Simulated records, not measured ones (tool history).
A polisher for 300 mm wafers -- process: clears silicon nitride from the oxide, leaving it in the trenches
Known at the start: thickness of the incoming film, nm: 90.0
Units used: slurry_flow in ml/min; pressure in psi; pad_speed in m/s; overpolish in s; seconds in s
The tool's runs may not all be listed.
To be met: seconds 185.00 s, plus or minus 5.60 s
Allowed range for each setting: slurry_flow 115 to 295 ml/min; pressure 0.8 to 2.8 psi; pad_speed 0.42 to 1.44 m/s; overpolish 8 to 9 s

Run 1, day 0.000: slurry_flow 190 ml/min, pressure 1.8 psi, pad_speed 0.92 m/s, overpolish 9 s. Result: seconds 140.35 s.
Run 2, day 0.067: slurry_flow 185 ml/min, pressure 1.7 psi, pad_speed 0.92 m/s, overpolish 9 s. Result: seconds 147.95 s.
Run 3, day 0.200: slurry_flow 185 ml/min, pressure 1.7 psi, pad_speed 0.92 m/s, overpolish 8 s. Result: seconds 147.55 s.
Run 4, day 0.329: slurry_flow 185 ml/min, pressure 1.9 psi, pad_speed 0.92 m/s, overpolish 8 s. Result: seconds 131.50 s.
Run 5, day 0.442: slurry_flow 185 ml/min, pressure 1.5 psi, pad_speed 0.92 m/s, overpolish 8 s. Result: seconds 168.72 s.
Run 6, day 0.554: slurry_flow 185 ml/min, pressure 1.2 psi, pad_speed 0.92 m/s, overpolish 8 s. Result: seconds 207.01 s.
Run 7, day 0.808: slurry_flow 185 ml/min, pressure 1.2 psi, pad_speed 0.92 m/s, overpolish 8 s. Result: seconds 205.98 s.
Run 8, day 1.138: slurry_flow 190 ml/min, pressure 1.2 psi, pad_speed 0.92 m/s, overpolish 8 s. Result: seconds 206.34 s.
Run 9, day 1.329: slurry_flow 190 ml/min, pressure 1.3 psi, pad_speed 0.92 m/s, overpolish 8 s. Result: seconds 191.37 s.

Consider the 5 candidate settings below. Which is the only one whose results all fall within their allowed miss of target?
Run A, day 1.521: slurry_flow 190 ml/min, pressure 1.3 psi, pad_speed 1.04 m/s, overpolish 9 s. Result: seconds ?.
Run B, day 1.521: slurry_flow 210 ml/min, pressure 1.5 psi, pad_speed 0.88 m/s, overpolish 8 s. Result: seconds ?.
Run C, day 1.521: slurry_flow 190 ml/min, pressure 1.6 psi, pad_speed 0.82 m/s, overpolish 9 s. Result: seconds ?.
Run D, day 1.521: slurry_flow 200 ml/min, pressure 1.1 psi, pad_speed 1.10 m/s, overpolish 9 s. Result: seconds ?.
Run E, day 1.521: slurry_flow 165 ml/min, pressure 1.6 psi, pad_speed 0.84 m/s, overpolish 8 s. Result: seconds ?.

move  seconds
   A   167.41
   B   169.10
   C   172.62
   D   184.52
   E   172.66
A: moves the result that the last run missed by most past its target, out the other side
B: moves the result that the last run missed by most past its target, out the other side
C: moves the result that the last run missed by most past its target, out the other side
D: every result within its allowed miss
E: moves the result that the last run missed by most past its target, out the other side
Go with D: it meets all targets.

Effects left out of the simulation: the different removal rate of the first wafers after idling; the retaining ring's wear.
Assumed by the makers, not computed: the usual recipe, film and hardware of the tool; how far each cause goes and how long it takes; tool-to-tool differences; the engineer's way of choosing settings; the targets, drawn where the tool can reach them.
